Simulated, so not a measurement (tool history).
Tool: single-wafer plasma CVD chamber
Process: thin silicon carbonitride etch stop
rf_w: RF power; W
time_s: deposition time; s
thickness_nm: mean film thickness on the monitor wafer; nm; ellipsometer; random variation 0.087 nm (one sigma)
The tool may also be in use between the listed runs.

run,hour,rf_w,time_s,thickness_nm
1,0.0,200,26.4,15.010
2,5.1,200,28.1,16.019
3,13.8,205,28.3,16.262
4,20.8,205,24.8,14.298
5,29.0,215,25.7,15.093
6,35.7,215,23.4,13.623
7,38.2,225,24.6,14.674
8,44.8,235,25.2,15.068
9,50.5,240,25.9,15.662
10,52.2,245,26.3,15.997

Run 11 comes next. What will it give?
11,61.0,250,26.6,?

thickness_nm: 16.167 nm
